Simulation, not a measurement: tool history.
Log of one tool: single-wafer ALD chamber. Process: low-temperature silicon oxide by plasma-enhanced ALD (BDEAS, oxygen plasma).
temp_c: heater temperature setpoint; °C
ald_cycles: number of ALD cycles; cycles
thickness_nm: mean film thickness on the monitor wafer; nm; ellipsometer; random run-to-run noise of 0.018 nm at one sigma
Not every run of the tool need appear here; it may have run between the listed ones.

run 1 day=0 | temp_c=110 ald_cycles=35 | thickness_nm=4.7408
run 2 day=0.371 | temp_c=120 ald_cycles=35 | thickness_nm=4.6605
run 3 day=0.579 | temp_c=118 ald_cycles=36 | thickness_nm=4.8333
run 4 day=0.829 | temp_c=116 ald_cycles=37 | thickness_nm=4.9878
run 5 day=0.875 | temp_c=115 ald_cycles=38 | thickness_nm=5.1197
run 6 day=0.933 | temp_c=115 ald_cycles=42 | thickness_nm=5.6371
run 7 day=1.017 | temp_c=116 ald_cycles=42 | thickness_nm=5.6495
run 8 day=1.15 | temp_c=117 ald_cycles=42 | thickness_nm=5.6191
run 9 day=1.383 | temp_c=118 ald_cycles=42 | thickness_nm=5.6015
run 10 day=1.625 | temp_c=120 ald_cycles=42 | thickness_nm=5.5953

Forecast run 11:
run 11 day=1.812 | temp_c=121 ald_cycles=42 | thickness_nm=?

Logged for run 11: thickness_nm 5.58 nm.

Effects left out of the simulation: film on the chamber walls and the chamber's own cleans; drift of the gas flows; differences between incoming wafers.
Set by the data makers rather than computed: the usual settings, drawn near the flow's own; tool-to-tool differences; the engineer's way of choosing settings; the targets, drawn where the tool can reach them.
